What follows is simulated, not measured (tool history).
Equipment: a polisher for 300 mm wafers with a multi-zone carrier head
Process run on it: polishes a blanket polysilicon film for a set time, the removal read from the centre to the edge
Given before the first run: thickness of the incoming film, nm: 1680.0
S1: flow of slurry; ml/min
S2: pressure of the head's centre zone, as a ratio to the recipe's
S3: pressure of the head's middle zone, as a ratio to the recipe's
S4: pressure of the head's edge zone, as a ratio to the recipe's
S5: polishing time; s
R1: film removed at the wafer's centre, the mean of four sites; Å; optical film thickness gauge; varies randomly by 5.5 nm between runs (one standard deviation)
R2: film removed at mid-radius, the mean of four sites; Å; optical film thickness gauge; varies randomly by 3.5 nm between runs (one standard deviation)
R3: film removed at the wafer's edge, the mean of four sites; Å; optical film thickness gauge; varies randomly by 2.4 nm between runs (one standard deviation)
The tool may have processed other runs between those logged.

run  hour   S1    S2    S3    S4  S5      R1      R2      R3
  1     0  240     1     1     1  53  2764.1  2735.6  2757.7
  2   8.9  255  1.04  1.02  1.03  56    3037    3024  2940.8
  3  12.5  200  1.04  1.02  1.03  56  2914.6  2843.5    2859
  4  15.4  225  1.07  1.02  1.05  59  3225.6  3039.2  3078.9
  5  22.3  245   1.1  1.03  1.06  61  3393.4  3241.9  3246.5
  6  24.4  260  1.12  1.02  1.04  63    3682  3331.9  3360.9
  7  32.1  260  1.12  1.02  1.04  63  3687.5  3368.9  3391.2
  8  40.5  280  1.14  1.03  1.03  64    3880    3448  3394.7
  9  47.8  295  1.15  1.04  1.04  65  3921.5  3623.9  3492.2
 10  51.9  305  1.16  1.04  1.04  66  4015.9  3682.8    3605
 11  58.4  305  1.17  1.04  1.03  67  4124.5  3642.6  3598.4

Run 12 is up next; what results do you expect?
 12  59.3  310  1.17  1.05  1.03  68   ?   ?   ?

R1: 4206 Å
R2: 3774.5 Å
R3: 3650.6 Å
